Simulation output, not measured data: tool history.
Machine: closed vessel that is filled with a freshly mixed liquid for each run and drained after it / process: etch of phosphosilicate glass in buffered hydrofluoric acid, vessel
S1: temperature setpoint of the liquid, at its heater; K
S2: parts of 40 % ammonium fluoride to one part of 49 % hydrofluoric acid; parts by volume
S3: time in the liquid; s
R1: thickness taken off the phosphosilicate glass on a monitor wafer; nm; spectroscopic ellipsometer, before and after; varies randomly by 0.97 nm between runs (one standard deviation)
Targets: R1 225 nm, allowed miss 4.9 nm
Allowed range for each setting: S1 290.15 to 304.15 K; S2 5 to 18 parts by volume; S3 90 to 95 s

{"run": 1, "day": 0.0, "S1": 296.15, "S2": 11, "S3": 90, "R1": 385.81}
{"run": 2, "day": 0.242, "S1": 295.15, "S2": 11.5, "S3": 90, "R1": 351.38}
{"run": 3, "day": 0.492, "S1": 293.15, "S2": 11.5, "S3": 90, "R1": 316.95}
{"run": 4, "day": 0.842, "S1": 290.15, "S2": 11.5, "S3": 90, "R1": 266.27}
{"run": 5, "day": 1.192, "S1": 290.15, "S2": 11.5, "S3": 90, "R1": 268.57}
{"run": 6, "day": 1.283, "S1": 290.15, "S2": 12, "S3": 90, "R1": 256.77}
{"run": 7, "day": 1.388, "S1": 290.15, "S2": 12.5, "S3": 90, "R1": 248.12}
{"run": 8, "day": 1.733, "S1": 290.15, "S2": 13, "S3": 90, "R1": 237.16}

Which of these 4 next moves meets every target?
{"run": "A", "day": 2.079, "S1": 290.65, "S2": 15, "S3": 95, "R1": "?"}
{"run": "B", "day": 2.079, "S1": 292.15, "S2": 14.5, "S3": 90, "R1": "?"}
{"run": "C", "day": 2.079, "S1": 292.65, "S2": 15, "S3": 90, "R1": "?"}
{"run": "D", "day": 2.079, "S1": 290.65, "S2": 14, "S3": 95, "R1": "?"}

move=A R1=223.27
move=B R1=238.12
move=C R1=236.89
move=D R1=238.95
A: all results land within tolerance of their targets
B: the biggest miss grows against the last run
C: neither nearer nor further off than the last run
D: the biggest miss grows against the last run
Go with A: it meets all targets.

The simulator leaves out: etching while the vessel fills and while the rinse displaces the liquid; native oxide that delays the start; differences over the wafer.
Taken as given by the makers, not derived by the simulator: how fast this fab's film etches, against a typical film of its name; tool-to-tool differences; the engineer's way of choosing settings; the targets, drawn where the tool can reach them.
